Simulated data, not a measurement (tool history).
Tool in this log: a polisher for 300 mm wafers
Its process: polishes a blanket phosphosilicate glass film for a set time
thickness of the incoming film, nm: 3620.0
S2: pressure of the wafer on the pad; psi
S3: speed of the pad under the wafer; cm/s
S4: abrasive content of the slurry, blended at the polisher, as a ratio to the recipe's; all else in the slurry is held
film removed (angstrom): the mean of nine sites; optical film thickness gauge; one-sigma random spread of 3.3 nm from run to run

run 1 hour=0 | flow_of_slurry_(ml/min)=220 S2=3.9 S3=106 S4=1 polishing_time_(s)=42 | film_removed_(angstrom)=5246
run 2 hour=2 | flow_of_slurry_(ml/min)=220 S2=3.9 S3=106 S4=1.1 polishing_time_(s)=42 | film_removed_(angstrom)=5344.2
run 3 hour=3.2 | flow_of_slurry_(ml/min)=220 S2=3.7 S3=106 S4=1.1 polishing_time_(s)=42 | film_removed_(angstrom)=5155.9
run 4 hour=7.7 | flow_of_slurry_(ml/min)=220 S2=3.5 S3=106 S4=1.1 polishing_time_(s)=42 | film_removed_(angstrom)=4836.4
run 5 hour=13.3 | flow_of_slurry_(ml/min)=220 S2=3.5 S3=122 S4=1.1 polishing_time_(s)=42 | film_removed_(angstrom)=5469.2
run 6 hour=18.7 | flow_of_slurry_(ml/min)=220 S2=4 S3=122 S4=1.1 polishing_time_(s)=42 | film_removed_(angstrom)=6118
run 7 hour=21.6 | flow_of_slurry_(ml/min)=220 S2=3.7 S3=122 S4=1.1 polishing_time_(s)=42 | film_removed_(angstrom)=5706.8
run 8 hour=24.7 | flow_of_slurry_(ml/min)=220 S2=3.5 S3=122 S4=1.1 polishing_time_(s)=42 | film_removed_(angstrom)=5404.3
run 9 hour=32.3 | flow_of_slurry_(ml/min)=220 S2=3.3 S3=122 S4=1.1 polishing_time_(s)=42 | film_removed_(angstrom)=5170.6
run 10 hour=40.5 | flow_of_slurry_(ml/min)=210 S2=2.2 S3=120 S4=1.1 polishing_time_(s)=42 | film_removed_(angstrom)=3427.7
run 11 hour=48.7 | flow_of_slurry_(ml/min)=220 S2=2.2 S3=120 S4=1.1 polishing_time_(s)=42 | film_removed_(angstrom)=3441.5
run 12 hour=55.5 | flow_of_slurry_(ml/min)=220 S2=2.2 S3=120 S4=1.1 polishing_time_(s)=42 | film_removed_(angstrom)=3472.9
run 13 hour=61.8 | flow_of_slurry_(ml/min)=220 S2=2.2 S3=120 S4=1.1 polishing_time_(s)=42 | film_removed_(angstrom)=3392.5

Expected results for the next run?
run 14 hour=64.7 | flow_of_slurry_(ml/min)=220 S2=2.3 S3=120 S4=1.1 polishing_time_(s)=42 | film_removed_(angstrom)=?

{"run 14": {"film removed (angstrom)": 3603.8}}
